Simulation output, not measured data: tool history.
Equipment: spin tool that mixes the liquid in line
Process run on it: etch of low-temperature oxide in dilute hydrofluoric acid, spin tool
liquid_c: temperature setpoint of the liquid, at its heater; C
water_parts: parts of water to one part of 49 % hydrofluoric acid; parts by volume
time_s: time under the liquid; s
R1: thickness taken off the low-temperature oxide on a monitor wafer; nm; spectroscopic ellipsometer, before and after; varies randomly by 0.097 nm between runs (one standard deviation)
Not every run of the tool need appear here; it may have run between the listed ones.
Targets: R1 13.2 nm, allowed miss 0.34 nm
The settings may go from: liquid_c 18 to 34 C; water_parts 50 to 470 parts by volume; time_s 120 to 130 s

Run 1, day 0: liquid_c 26 C, water_parts 260 parts by volume, time_s 120 s. Result: R1 14.955 nm.
Run 2, day 0.338: liquid_c 26 C, water_parts 330 parts by volume, time_s 120 s. Result: R1 10.951 nm.
Run 3, day 0.383: liquid_c 29.5 C, water_parts 330 parts by volume, time_s 120 s. Result: R1 12.169 nm.
Run 4, day 0.608: liquid_c 31 C, water_parts 330 parts by volume, time_s 120 s. Result: R1 12.842 nm.
Run 5, day 0.983: liquid_c 31 C, water_parts 245 parts by volume, time_s 120 s. Result: R1 19.12 nm.
Run 6, day 1.054: liquid_c 34 C, water_parts 245 parts by volume, time_s 120 s. Result: R1 20.974 nm.
Run 7, day 1.196: liquid_c 30 C, water_parts 250 parts by volume, time_s 120 s. Result: R1 17.931 nm.
Run 8, day 1.558: liquid_c 27.5 C, water_parts 250 parts by volume, time_s 120 s. Result: R1 16.573 nm.
Run 9, day 1.712: liquid_c 25.5 C, water_parts 250 parts by volume, time_s 120 s. Result: R1 15.326 nm.
Run 10, day 1.758: liquid_c 24.5 C, water_parts 250 parts by volume, time_s 120 s. Result: R1 14.994 nm.
Run 11, day 2.108: liquid_c 23.5 C, water_parts 250 parts by volume, time_s 120 s. Result: R1 14.232 nm.
Run 12, day 2.446: liquid_c 23 C, water_parts 250 parts by volume, time_s 120 s. Result: R1 14.139 nm.
Run 13, day 2.792: liquid_c 20.5 C, water_parts 250 parts by volume, time_s 120 s. Result: R1 12.683 nm.

4 next moves are on the table. One of them brings every result within its allowed miss. Which?
Run A, day 3.138: liquid_c 18 C, water_parts 225 parts by volume, time_s 120 s. Result: R1 ?.
Run B, day 3.138: liquid_c 21.5 C, water_parts 265 parts by volume, time_s 120 s. Result: R1 ?.
Run C, day 3.138: liquid_c 21 C, water_parts 265 parts by volume, time_s 120 s. Result: R1 ?.
Run D, day 3.138: liquid_c 23 C, water_parts 285 parts by volume, time_s 125 s. Result: R1 ?.

move      R1
   A  13.319
   B  12.402
   C  12.178
   D  12.422
A: every result lands within tolerance
B: its largest miss is bigger than the last run's
C: its largest miss is bigger than the last run's
D: its largest miss is bigger than the last run's
A meets every target.

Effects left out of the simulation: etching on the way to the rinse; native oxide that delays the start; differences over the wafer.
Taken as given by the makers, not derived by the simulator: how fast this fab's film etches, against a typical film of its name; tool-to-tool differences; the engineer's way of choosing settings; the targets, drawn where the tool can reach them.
